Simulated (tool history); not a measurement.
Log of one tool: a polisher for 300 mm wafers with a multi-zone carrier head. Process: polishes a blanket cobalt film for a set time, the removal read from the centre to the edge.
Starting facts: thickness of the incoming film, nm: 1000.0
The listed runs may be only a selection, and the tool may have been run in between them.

run,hour,flow of slurry (ml/min),pressure of the head's centre zone,pressure of the head's middle zone,pressure of the head's edge zone,polishing time (s),film removed at the wafer's centre (nm),film removed at mid-radius (nm),film removed at the wafer's edge (nm)
1,0,195,1,1,1,47,153.5,155.6,161.22
2,3.8,200,1.01,1.03,1.03,49,164.85,165.51,172.93
3,12.1,210,1.02,1.07,1.05,50,169.8,177.47,178.46
4,20.1,215,1.03,1.08,1.07,51,175.62,185.83,183
5,22.7,215,1.03,1.08,1.14,51,170.85,181.82,187.89
6,28.6,215,1.03,1.08,1.14,43,149.96,148.65,162.3

What will run 7 give?
7,29.3,220,1.05,1.09,1.15,46,?,?,?

{"run 7": {"film removed at the wafer's centre (nm)": 162.78, "film removed at mid-radius (nm)": 164.49, "film removed at the wafer's edge (nm)": 175.51}}
